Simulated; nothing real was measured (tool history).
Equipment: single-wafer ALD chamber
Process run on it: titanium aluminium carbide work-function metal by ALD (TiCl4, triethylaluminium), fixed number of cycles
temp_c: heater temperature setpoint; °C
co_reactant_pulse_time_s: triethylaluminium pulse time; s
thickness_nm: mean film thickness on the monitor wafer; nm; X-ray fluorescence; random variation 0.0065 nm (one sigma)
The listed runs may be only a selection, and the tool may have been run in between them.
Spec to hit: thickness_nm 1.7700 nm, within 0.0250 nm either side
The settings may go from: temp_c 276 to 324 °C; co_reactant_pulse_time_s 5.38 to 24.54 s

run,hour,temp_c,co_reactant_pulse_time_s,thickness_nm
1,0.0,300,14.96,1.8638
2,5.3,300,17.85,1.8901
3,11.7,296,17.37,1.8704
4,19.7,301,17.37,1.8857
5,24.4,301,14.05,1.8660
6,28.1,297,14.05,1.8249
7,30.6,295,13.84,1.8081
8,35.6,294,13.70,1.8029

Exactly one of the 4 candidate moves below puts every result within its allowed miss. Which one?
A,40.6,300,13.35,?
B,40.6,290,13.87,?
C,40.6,301,12.14,?
D,40.6,294,16.48,?

move,thickness_nm
A,1.8373
B,1.7554
C,1.8198
D,1.8212
A: its largest miss is bigger than the last run's
B: meets every target
C: its largest miss is bigger than the last run's
D: its largest miss is bigger than the last run's
The move that meets every target is B.
